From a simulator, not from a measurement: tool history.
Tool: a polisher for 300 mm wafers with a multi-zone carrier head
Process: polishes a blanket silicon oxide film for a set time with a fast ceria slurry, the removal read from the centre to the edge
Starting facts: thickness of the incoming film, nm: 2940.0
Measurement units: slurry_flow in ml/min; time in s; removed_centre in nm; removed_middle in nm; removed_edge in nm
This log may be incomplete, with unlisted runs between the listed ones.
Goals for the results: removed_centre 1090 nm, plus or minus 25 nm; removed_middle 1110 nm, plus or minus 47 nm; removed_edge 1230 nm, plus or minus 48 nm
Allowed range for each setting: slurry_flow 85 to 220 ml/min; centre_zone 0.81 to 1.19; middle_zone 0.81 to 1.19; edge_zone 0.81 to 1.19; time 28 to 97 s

run  hour  slurry_flow  centre_zone  middle_zone  edge_zone  time  removed_centre  removed_middle  removed_edge
  1     0          140            1            1          1    62          975.03          1008.9        959.06
  2     7          140         0.93            1          1    62          905.09          998.82        962.64
  3  10.8          155         0.93         0.98       1.06    64          944.93          1043.3        1048.1
  4  15.7          170         0.95         0.96        1.1    65          1021.1          1050.5        1112.2
  5  21.1          180         0.95         0.96       1.13    65          1018.8          1065.9        1099.5
  6  25.4          180         0.95         0.96       1.13    75          1170.6          1230.3          1281
  7  26.4          165         0.95         0.95       1.12    75          1149.2          1204.7        1253.7
  8  32.1          155         0.95         0.93       1.13    75          1134.3          1147.8        1272.8
  9    34          150         0.95         0.93       1.12    75          1142.2          1176.9        1249.4

Which of these 4 next moves meets every target?
  A  35.9          175         0.99         0.94       1.09    74               ?               ?             ?
  B  35.9          140         1.02         0.86       1.13    75               ?               ?             ?
  C  35.9          160         1.02          0.9       1.13    72               ?               ?             ?
  D  35.9          195         0.89         0.86       1.07    73               ?               ?             ?

move  removed_centre  removed_middle  removed_edge
   A          1199.6          1163.8          1227
   B            1198          1062.8        1232.5
   C            1182          1080.4        1203.4
   D          1084.9          1094.1          1215
A: its largest miss is bigger than the last run's
B: its largest miss is bigger than the last run's
C: its largest miss is bigger than the last run's
D: hits every target within its allowed miss
The move that meets every target is D.
